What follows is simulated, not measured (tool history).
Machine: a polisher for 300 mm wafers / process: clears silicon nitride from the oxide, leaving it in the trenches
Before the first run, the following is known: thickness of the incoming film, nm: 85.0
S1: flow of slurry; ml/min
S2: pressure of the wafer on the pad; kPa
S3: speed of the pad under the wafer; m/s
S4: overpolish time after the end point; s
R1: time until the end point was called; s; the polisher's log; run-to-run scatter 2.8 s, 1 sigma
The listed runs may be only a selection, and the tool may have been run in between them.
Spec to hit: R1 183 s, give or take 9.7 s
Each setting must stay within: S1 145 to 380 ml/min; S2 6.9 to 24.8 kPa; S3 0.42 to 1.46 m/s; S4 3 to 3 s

{"run": 1, "hour": 0.0, "S1": 245, "S2": 15.9, "S3": 0.94, "S4": 3, "R1": 104.69}
{"run": 2, "hour": 7.4, "S1": 245, "S2": 13.1, "S3": 0.92, "S4": 3, "R1": 129.08}
{"run": 3, "hour": 8.3, "S1": 220, "S2": 13.1, "S3": 0.92, "S4": 3, "R1": 132.96}
{"run": 4, "hour": 12.8, "S1": 220, "S2": 13.1, "S3": 1.12, "S4": 3, "R1": 108.16}
{"run": 5, "hour": 14.6, "S1": 220, "S2": 16.5, "S3": 1.12, "S4": 3, "R1": 85.959}
{"run": 6, "hour": 15.3, "S1": 215, "S2": 13.8, "S3": 1.08, "S4": 3, "R1": 106.82}
{"run": 7, "hour": 16.4, "S1": 215, "S2": 11.7, "S3": 1.06, "S4": 3, "R1": 128.02}
{"run": 8, "hour": 25.4, "S1": 215, "S2": 11.7, "S3": 1.06, "S4": 3, "R1": 126.49}
{"run": 9, "hour": 32.0, "S1": 215, "S2": 10.3, "S3": 1.04, "S4": 3, "R1": 147.84}
{"run": 10, "hour": 39.2, "S1": 215, "S2": 10.3, "S3": 1.04, "S4": 3, "R1": 147.82}
{"run": 11, "hour": 47.7, "S1": 215, "S2": 9.7, "S3": 1.04, "S4": 3, "R1": 159.64}
{"run": 12, "hour": 56.6, "S1": 215, "S2": 9, "S3": 1.04, "S4": 3, "R1": 168.5}

5 next moves are on the table. One of them brings every result within its allowed miss. Which?
{"run": "A", "hour": 65.5, "S1": 215, "S2": 11, "S3": 0.92, "S4": 3, "R1": "?"}
{"run": "B", "hour": 65.5, "S1": 195, "S2": 10.3, "S3": 1, "S4": 3, "R1": "?"}
{"run": "C", "hour": 65.5, "S1": 240, "S2": 10.3, "S3": 0.94, "S4": 3, "R1": "?"}
{"run": "D", "hour": 65.5, "S1": 165, "S2": 9.7, "S3": 1.06, "S4": 3, "R1": "?"}
{"run": "E", "hour": 65.5, "S1": 215, "S2": 9.7, "S3": 0.88, "S4": 3, "R1": "?"}

move=A R1=154.36
move=B R1=153.6
move=C R1=158.52
move=D R1=159.5
move=E R1=183.06
A: further off than the last run
B: further off than the last run
C: further off than the last run
D: further off than the last run
E: in spec on every target
E meets every target.

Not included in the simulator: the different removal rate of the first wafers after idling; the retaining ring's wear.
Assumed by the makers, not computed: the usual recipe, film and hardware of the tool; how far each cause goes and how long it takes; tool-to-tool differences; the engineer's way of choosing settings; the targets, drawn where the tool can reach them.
